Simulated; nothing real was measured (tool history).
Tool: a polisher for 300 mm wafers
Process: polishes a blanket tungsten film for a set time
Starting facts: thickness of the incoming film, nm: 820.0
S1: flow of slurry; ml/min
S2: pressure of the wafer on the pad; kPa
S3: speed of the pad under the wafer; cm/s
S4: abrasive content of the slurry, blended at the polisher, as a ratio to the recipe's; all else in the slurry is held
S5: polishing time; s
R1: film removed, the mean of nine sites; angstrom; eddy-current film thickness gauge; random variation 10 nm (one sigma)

{"run": 1, "hour": 0.0, "S1": 210, "S2": 32.4, "S3": 124, "S4": 1, "S5": 49, "R1": 4454.9}
{"run": 2, "hour": 3.3, "S1": 210, "S2": 35.2, "S3": 126, "S4": 1, "S5": 49, "R1": 4818}
{"run": 3, "hour": 10.4, "S1": 210, "S2": 37.9, "S3": 128, "S4": 1, "S5": 49, "R1": 5113}
{"run": 4, "hour": 17.7, "S1": 210, "S2": 40, "S3": 130, "S4": 1, "S5": 49, "R1": 5416.7}
{"run": 5, "hour": 20.9, "S1": 255, "S2": 40, "S3": 130, "S4": 1, "S5": 49, "R1": 5437.6}
{"run": 6, "hour": 24.5, "S1": 255, "S2": 40, "S3": 106, "S4": 1, "S5": 49, "R1": 4836.6}
{"run": 7, "hour": 28.9, "S1": 255, "S2": 42.1, "S3": 112, "S4": 1, "S5": 49, "R1": 5160}

Expected results for the next run?
{"run": 8, "hour": 37.5, "S1": 255, "S2": 43.4, "S3": 118, "S4": 1, "S5": 49, "R1": "?"}

R1: 5611.2 angstrom

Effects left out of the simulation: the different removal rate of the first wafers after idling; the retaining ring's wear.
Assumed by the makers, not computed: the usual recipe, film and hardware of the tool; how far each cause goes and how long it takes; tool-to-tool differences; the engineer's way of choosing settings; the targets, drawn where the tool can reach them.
